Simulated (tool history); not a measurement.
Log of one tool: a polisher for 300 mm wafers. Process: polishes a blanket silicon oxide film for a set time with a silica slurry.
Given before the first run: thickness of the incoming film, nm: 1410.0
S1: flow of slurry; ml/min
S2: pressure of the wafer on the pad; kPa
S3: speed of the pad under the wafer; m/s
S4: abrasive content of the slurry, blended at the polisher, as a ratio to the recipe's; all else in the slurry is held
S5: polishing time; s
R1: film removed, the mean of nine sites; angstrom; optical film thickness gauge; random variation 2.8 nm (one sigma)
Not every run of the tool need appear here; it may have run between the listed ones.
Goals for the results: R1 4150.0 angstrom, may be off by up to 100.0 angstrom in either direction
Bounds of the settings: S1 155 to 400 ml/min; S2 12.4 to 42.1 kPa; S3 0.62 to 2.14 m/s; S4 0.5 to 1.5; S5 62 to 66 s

run	hour	S1	S2	S3	S4	S5	R1
1	0.0	255	26.9	1.38	1.0	62	2245.1
2	8.8	255	26.9	1.38	1.0	66	2387.3
3	16.1	255	26.9	1.38	1.0	62	2275.5
4	24.6	255	26.9	1.26	1.0	62	2120.9
5	26.0	220	26.9	1.26	1.0	62	2080.8
6	30.9	225	29.0	1.30	1.0	62	2266.4
# hour 32.6: head pressure recalibrated
7	32.6	235	31.0	1.34	1.0	62	2745.5
8	40.6	250	31.7	1.34	1.0	62	2800.1
9	43.4	250	39.3	1.38	1.0	62	3472.4

4 candidate next runs follow, results not yet known. Just one meets every target within its allowed miss. Identify it.
A	46.2	295	39.3	1.30	1.2	66	?
B	46.2	270	42.1	1.30	1.1	66	?
C	46.2	265	42.1	1.44	0.9	66	?
D	46.2	180	40.7	1.62	1.0	66	?

move	R1
A	3973.3
B	4031.8
C	3907.7
D	4160.1
A: gains on the last run, yet a result remains outside its allowed miss
B: gains on the last run, yet a result remains outside its allowed miss
C: gains on the last run, yet a result remains outside its allowed miss
D: each result inside its tolerance
Go with D: it meets all targets.
